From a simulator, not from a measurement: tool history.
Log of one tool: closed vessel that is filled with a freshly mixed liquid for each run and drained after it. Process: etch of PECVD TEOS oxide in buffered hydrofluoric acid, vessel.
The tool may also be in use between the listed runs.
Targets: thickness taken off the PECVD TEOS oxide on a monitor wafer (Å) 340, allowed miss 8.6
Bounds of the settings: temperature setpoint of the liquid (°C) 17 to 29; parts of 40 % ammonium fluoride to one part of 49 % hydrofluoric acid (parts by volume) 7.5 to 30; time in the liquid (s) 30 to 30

run	day	temperature setpoint of the liquid (°C)	parts of 40 % ammonium fluoride to one part of 49 % hydrofluoric acid (parts by volume)	time in the liquid (s)	thickness taken off the PECVD TEOS oxide on a monitor wafer (Å)
1	0	21	22	30	139.29
2	0.142	22	20.5	30	154.5
3	0.167	23	19	30	174.99
4	0.371	24	18	30	191.17
5	0.396	24.5	17	30	209.5
6	0.608	24.5	12.5	30	285.92
7	0.783	25	12.5	30	292.2
8	0.967	25.5	12.5	30	300.44
9	1.258	26	12.5	30	312.57

4 next moves are on the table. One of them brings every result within its allowed miss. Which?
A	1.55	19.5	8	30	?
B	1.55	25.5	13.5	30	?
C	1.55	24.5	10.5	30	?
D	1.55	24.5	12	30	?

move	thickness taken off the PECVD TEOS oxide on a monitor wafer (Å)
A	325.35
B	279.17
C	337.85
D	296.57
A: nearer than the last run, and not there yet
B: further off than the last run
C: meets every target
D: further off than the last run
Move C is the one to make.
